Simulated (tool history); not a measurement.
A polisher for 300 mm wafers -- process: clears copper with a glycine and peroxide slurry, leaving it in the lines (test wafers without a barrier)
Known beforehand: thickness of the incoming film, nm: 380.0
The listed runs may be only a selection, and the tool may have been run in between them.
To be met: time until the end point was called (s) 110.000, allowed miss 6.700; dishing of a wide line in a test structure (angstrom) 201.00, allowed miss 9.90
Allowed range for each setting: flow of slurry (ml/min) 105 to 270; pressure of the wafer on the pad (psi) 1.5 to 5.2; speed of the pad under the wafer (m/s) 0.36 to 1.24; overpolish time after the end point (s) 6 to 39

run  hour  flow of slurry (ml/min)  pressure of the wafer on the pad (psi)  speed of the pad under the wafer (m/s)  overpolish time after the end point (s)  time until the end point was called (s)  dishing of a wide line in a test structure (angstrom)
  1   0.0                      175                                     3.3                                    0.80                                       20                                   72.843                                                 646.78
  2   0.9                      175                                     3.3                                    0.80                                       25                                   70.375                                                 777.93
  3   7.4                      155                                     2.8                                    0.78                                       20                                   87.061                                                 566.36
  4   8.0                      155                                     2.4                                    0.78                                       20                                   98.463                                                 511.83
  5  12.3                      155                                     3.0                                    0.78                                       20                                   79.948                                                 585.68
  6  18.0                      140                                     3.0                                    0.66                                       16                                   89.231                                                 467.77
  7  21.3                      130                                     2.9                                    0.58                                       13                                   99.297                                                 346.25
  8  26.5                      125                                     2.9                                    0.52                                       11                                  104.570                                                 285.54
  9  27.8                      130                                     2.9                                    0.48                                       10                                  108.740                                                 249.61
 10  31.3                      145                                     2.9                                    0.48                                       10                                  106.150                                                 267.49
 11  36.9                      150                                     2.9                                    0.44                                        9                                  108.020                                                 236.21

Pick the move, out of 4, that brings all results within their allowed miss; only one does.
  A  42.5                      140                                     2.8                                    0.46                                        9                                        ?                                                      ?
  B  42.5                      145                                     2.7                                    0.48                                        8                                        ?                                                      ?
  C  42.5                      145                                     2.6                                    0.36                                        9                                        ?                                                      ?
  D  42.5                      140                                     2.4                                    0.44                                       10                                        ?                                                      ?

move  time until the end point was called (s)  dishing of a wide line in a test structure (angstrom)
   A                                  112.560                                                 228.15
   B                                  113.200                                                 203.05
   C                                  127.340                                                 203.42
   D                                  127.640                                                 223.77
A: closer than the last run, but not yet in spec
B: each result inside its tolerance
C: the worst result of the last run now meets its target, but another is out of spec
D: closer than the last run, but not yet in spec
The right move is B.
